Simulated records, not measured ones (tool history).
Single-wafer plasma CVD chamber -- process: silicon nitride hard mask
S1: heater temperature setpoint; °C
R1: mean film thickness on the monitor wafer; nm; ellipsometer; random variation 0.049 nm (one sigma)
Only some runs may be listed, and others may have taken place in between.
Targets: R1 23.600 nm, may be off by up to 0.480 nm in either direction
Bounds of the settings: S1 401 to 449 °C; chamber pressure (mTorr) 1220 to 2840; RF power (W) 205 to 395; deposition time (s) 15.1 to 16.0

run 1 hour=0.0 | S1=425 chamber_pressure_(mTorr)=2030 RF_power_(W)=300 deposition_time_(s)=16.0 | R1=18.977
run 2 hour=0.9 | S1=425 chamber_pressure_(mTorr)=2240 RF_power_(W)=320 deposition_time_(s)=16.0 | R1=20.880
run 3 hour=6.9 | S1=425 chamber_pressure_(mTorr)=2410 RF_power_(W)=325 deposition_time_(s)=16.0 | R1=21.567
run 4 hour=9.2 | S1=425 chamber_pressure_(mTorr)=2520 RF_power_(W)=330 deposition_time_(s)=16.0 | R1=22.214
run 5 hour=17.9 | S1=420 chamber_pressure_(mTorr)=2520 RF_power_(W)=330 deposition_time_(s)=16.0 | R1=22.233
run 6 hour=24.5 | S1=424 chamber_pressure_(mTorr)=2520 RF_power_(W)=330 deposition_time_(s)=16.0 | R1=22.202
run 7 hour=27.6 | S1=424 chamber_pressure_(mTorr)=2600 RF_power_(W)=335 deposition_time_(s)=16.0 | R1=22.728
run 8 hour=29.4 | S1=424 chamber_pressure_(mTorr)=2660 RF_power_(W)=335 deposition_time_(s)=16.0 | R1=22.909

Consider the 4 candidate settings below. Which is the only one whose results all fall within their allowed miss of target?
run A hour=31.2 | S1=421 chamber_pressure_(mTorr)=2810 RF_power_(W)=340 deposition_time_(s)=16.0 | R1=?
run B hour=31.2 | S1=427 chamber_pressure_(mTorr)=2730 RF_power_(W)=340 deposition_time_(s)=15.5 | R1=?
run C hour=31.2 | S1=422 chamber_pressure_(mTorr)=2650 RF_power_(W)=320 deposition_time_(s)=16.0 | R1=?
run D hour=31.2 | S1=429 chamber_pressure_(mTorr)=2500 RF_power_(W)=350 deposition_time_(s)=15.1 | R1=?

move=A R1=23.363
move=B R1=22.442
move=C R1=21.917
move=D R1=21.820
A: every result within its allowed miss
B: further off than the last run
C: further off than the last run
D: further off than the last run
Move A is the one to make.
